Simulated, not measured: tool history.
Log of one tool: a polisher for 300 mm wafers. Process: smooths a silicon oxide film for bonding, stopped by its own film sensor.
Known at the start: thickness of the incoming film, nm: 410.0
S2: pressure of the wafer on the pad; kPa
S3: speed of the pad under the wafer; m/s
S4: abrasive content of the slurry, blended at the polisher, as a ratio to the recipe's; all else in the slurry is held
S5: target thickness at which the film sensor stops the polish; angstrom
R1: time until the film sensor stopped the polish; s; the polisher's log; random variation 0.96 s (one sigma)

run 1 hour=0 | flow_of_slurry_(ml/min)=235 S2=17.9 S3=1.1 S4=1 S5=3500 | R1=81.018
run 2 hour=2.2 | flow_of_slurry_(ml/min)=235 S2=17.9 S3=1.1 S4=1.2 S5=3500 | R1=76.138
run 3 hour=7.5 | flow_of_slurry_(ml/min)=235 S2=17.9 S3=1.1 S4=1 S5=3500 | R1=84.163
run 4 hour=9.4 | flow_of_slurry_(ml/min)=235 S2=13.8 S3=1.1 S4=1 S5=3500 | R1=107.32
run 5 hour=11.7 | flow_of_slurry_(ml/min)=235 S2=13.8 S3=1.1 S4=0.8 S5=3500 | R1=125.08
run 6 hour=13.1 | flow_of_slurry_(ml/min)=235 S2=17.2 S3=1.14 S4=0.8 S5=3500 | R1=93.358
-- hour=19.7 worn pad replaced by a new one
run 7 hour=19.7 | flow_of_slurry_(ml/min)=235 S2=19.3 S3=1.16 S4=0.8 S5=3500 | R1=74.797

Forecast run 8:
run 8 hour=24.1 | flow_of_slurry_(ml/min)=235 S2=20.7 S3=1.16 S4=0.8 S5=3500 | R1=?

R1: 69.557 s

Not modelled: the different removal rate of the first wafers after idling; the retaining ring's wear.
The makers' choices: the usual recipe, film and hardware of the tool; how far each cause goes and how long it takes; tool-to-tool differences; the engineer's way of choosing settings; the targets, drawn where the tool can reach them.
